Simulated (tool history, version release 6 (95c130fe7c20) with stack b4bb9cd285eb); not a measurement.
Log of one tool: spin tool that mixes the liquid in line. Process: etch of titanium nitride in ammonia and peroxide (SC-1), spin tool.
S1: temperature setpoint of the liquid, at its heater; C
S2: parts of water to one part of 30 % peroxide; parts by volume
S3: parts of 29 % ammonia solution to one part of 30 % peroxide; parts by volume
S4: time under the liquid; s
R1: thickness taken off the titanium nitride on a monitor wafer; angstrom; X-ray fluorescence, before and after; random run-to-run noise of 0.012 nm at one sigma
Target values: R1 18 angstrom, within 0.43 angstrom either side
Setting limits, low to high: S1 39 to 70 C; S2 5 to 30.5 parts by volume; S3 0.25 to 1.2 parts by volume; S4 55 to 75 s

run  hour    S1    S2    S3  S4      R1
  1     0    55    17  0.95  75  50.013
  2   7.5    55  20.5  0.95  75  45.143
  3  11.9  53.5  20.5  0.95  75  40.786
  4  12.7  53.5  17.5  0.95  75   44.95
  5  13.5    52  17.5  0.95  75  40.507
  6  19.6  50.5  17.5  0.95  75  36.739
  7  26.9    49  17.5  0.95  75  32.816
  8  28.1    48  17.5  0.95  75  30.357
  9  33.5    47  17.5  0.95  75  28.781
 10  38.5    46  17.5  0.95  75  26.588
 11  47.3  39.5  17.5  0.95  75  16.515
 12  50.8    40  17.5  0.95  75  16.951

5 next moves are on the table. One of them brings every result within its allowed miss. Which?
  A  54.3    40  20.5   0.8  75   ?
  B  54.3    40    15  1.05  75   ?
  C  54.3    45  18.5  1.15  55   ?
  D  54.3  40.5    18   0.9  70   ?
  E  54.3    42    14   0.9  55   ?

move      R1
   A  15.256
   B  18.924
   C   18.15
   D  16.198
   E  16.261
A: its largest miss is bigger than the last run's
B: moves the result that the last run missed by most past its target, out the other side
C: hits every target within its allowed miss
D: its largest miss is bigger than the last run's
E: its largest miss is bigger than the last run's
So the answer is move C, the one that meets all the targets.

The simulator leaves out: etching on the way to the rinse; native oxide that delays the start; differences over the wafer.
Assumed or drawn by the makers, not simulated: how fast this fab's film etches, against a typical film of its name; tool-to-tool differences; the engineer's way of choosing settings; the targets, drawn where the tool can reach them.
